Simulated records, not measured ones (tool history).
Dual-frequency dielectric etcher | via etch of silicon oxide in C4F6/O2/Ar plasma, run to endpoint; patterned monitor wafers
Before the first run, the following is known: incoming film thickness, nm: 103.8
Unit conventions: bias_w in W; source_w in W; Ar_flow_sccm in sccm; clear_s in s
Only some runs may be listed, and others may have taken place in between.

run,hour,bias_w,source_w,Ar_flow_sccm,clear_s
1,0,532,380,244,20.883
2,7.7,532,380,210,20.404
3,9.6,556,380,210,20.201
4,15.4,580,380,210,20.107
5,23.8,598,390,209,19.681
6,29.9,616,400,208,19.226

Expected results for the next run?
7,38.2,631,400,208,?

clear_s: 19.24 s
